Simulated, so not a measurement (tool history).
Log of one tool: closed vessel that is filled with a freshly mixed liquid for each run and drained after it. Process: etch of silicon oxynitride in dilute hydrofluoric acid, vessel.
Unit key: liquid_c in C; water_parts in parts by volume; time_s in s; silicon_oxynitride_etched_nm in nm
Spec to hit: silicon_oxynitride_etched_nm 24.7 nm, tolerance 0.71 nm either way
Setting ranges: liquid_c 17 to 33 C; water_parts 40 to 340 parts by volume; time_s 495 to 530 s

run  hour  liquid_c  water_parts  time_s  silicon_oxynitride_etched_nm
  1     0        25          190     495                        8.7332
  2   1.9        27          155     495                        12.065
  3   7.7        24          155     495                        10.503
  4  10.9      20.5          155     495                        8.9257
  5  16.1        24          130     495                        12.696
  6  18.2        24          130     530                        13.664
  7    20      26.5          120     530                        16.733
  8  24.7      28.5          115     530                        19.283
  9  29.4        30          115     530                        20.595
 10  37.8        30          115     530                        20.468
 11  46.8        31          115     530                        21.498
     55.5  -- thermometer replaced
 12  55.5      31.5          115     530                        23.053
 13  57.3        32          115     530                        23.642

Pick the move, out of 4, that brings all results within their allowed miss; only one does.
  A  59.1        33          115     530                             ?
  B  59.1      32.5          105     530                             ?
  C  59.1        29           90     530                             ?
  D  59.1        29          100     505                             ?

move  silicon_oxynitride_etched_nm
   A                        24.644
   B                        26.703
   C                        27.072
   D                        22.986
A: all results land within tolerance of their targets
B: pushes the last run's worst result past its target
C: pushes the last run's worst result past its target
D: moves away from the targets compared with the last run
A is the move that brings every result within its allowed miss.
